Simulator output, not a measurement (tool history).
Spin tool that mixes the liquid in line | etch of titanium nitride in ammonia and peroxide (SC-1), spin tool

| run | hour | temperature setpoint of the liquid (K) | parts of water to one part of 30 % peroxide (parts by volume) | parts of 29 % ammonia solution to one part of 30 % peroxide (parts by volume) | time under the liquid (s) | thickness taken off the titanium nitride on a monitor wafer (Å) |
|---|---|---|---|---|---|---|
| 1 | 0.0 | 326.15 | 18.0 | 0.4 | 315 | 133.320 |
| 2 | 3.4 | 327.15 | 18.0 | 0.4 | 315 | 142.870 |
| 3 | 9.7 | 327.15 | 18.0 | 0.3 | 315 | 135.370 |
| 4 | 12.9 | 328.15 | 18.0 | 0.3 | 315 | 144.660 |
|  | 21.2 | new drum of ammonia solution connected |
| 5 | 21.2 | 321.15 | 18.0 | 0.3 | 315 | 91.259 |
| 6 | 25.9 | 318.65 | 18.0 | 0.3 | 315 | 76.576 |
| 7 | 28.3 | 322.15 | 18.0 | 0.3 | 315 | 98.529 |
| 8 | 33.3 | 324.65 | 18.0 | 0.3 | 315 | 116.410 |
| 9 | 34.2 | 326.15 | 18.0 | 0.3 | 315 | 128.760 |
| 10 | 41.8 | 327.15 | 18.0 | 0.3 | 315 | 137.840 |
| 11 | 47.8 | 328.15 | 18.0 | 0.3 | 315 | 148.240 |

Estimate the outcome of run 12 from the log above:
| 12 | 54.0 | 328.65 | 18.0 | 0.3 | 315 | ? |

thickness taken off the titanium nitride on a monitor wafer (Å): 153.200
